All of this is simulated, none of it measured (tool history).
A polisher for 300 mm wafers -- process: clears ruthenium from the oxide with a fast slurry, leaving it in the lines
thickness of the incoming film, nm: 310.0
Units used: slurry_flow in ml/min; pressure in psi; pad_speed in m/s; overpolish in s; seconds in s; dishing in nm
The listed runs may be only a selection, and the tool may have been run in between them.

Run 1, hour 0: slurry_flow 245 ml/min, pressure 2 psi, pad_speed 1.02 m/s, slurry_solids 1, overpolish 14 s. Result: seconds 105.61 s, dishing 33.382 nm.
Run 2, hour 0.6: slurry_flow 245 ml/min, pressure 1.6 psi, pad_speed 1.02 m/s, slurry_solids 1, overpolish 14 s. Result: seconds 130.42 s, dishing 27.592 nm.
Run 3, hour 5.9: slurry_flow 245 ml/min, pressure 1.8 psi, pad_speed 1.02 m/s, slurry_solids 1, overpolish 13 s. Result: seconds 114.8 s, dishing 28.644 nm.
Run 4, hour 10.6: slurry_flow 245 ml/min, pressure 1.8 psi, pad_speed 1.02 m/s, slurry_solids 0.8, overpolish 13 s. Result: seconds 135.66 s, dishing 25.39 nm.
Run 5, hour 11.8: slurry_flow 245 ml/min, pressure 1.8 psi, pad_speed 1.02 m/s, slurry_solids 0.7, overpolish 13 s. Result: seconds 152.51 s, dishing 23.609 nm.
Run 6, hour 13.8: slurry_flow 245 ml/min, pressure 2 psi, pad_speed 1.02 m/s, slurry_solids 0.7, overpolish 12 s. Result: seconds 138.74 s, dishing 23.859 nm.
At hour 17: head pressure recalibrated.
Run 7, hour 17: slurry_flow 245 ml/min, pressure 2.2 psi, pad_speed 1.02 m/s, slurry_solids 0.7, overpolish 12 s. Result: seconds 135.18 s, dishing 23.168 nm.

Run 8 is up next; what results do you expect?
Run 8, hour 26: slurry_flow 250 ml/min, pressure 2.8 psi, pad_speed 1.3 m/s, slurry_solids 0.75, overpolish 13 s. Result: seconds ?, dishing ?.

Run 8 yielded seconds 82.9 s, dishing 39.24 nm.

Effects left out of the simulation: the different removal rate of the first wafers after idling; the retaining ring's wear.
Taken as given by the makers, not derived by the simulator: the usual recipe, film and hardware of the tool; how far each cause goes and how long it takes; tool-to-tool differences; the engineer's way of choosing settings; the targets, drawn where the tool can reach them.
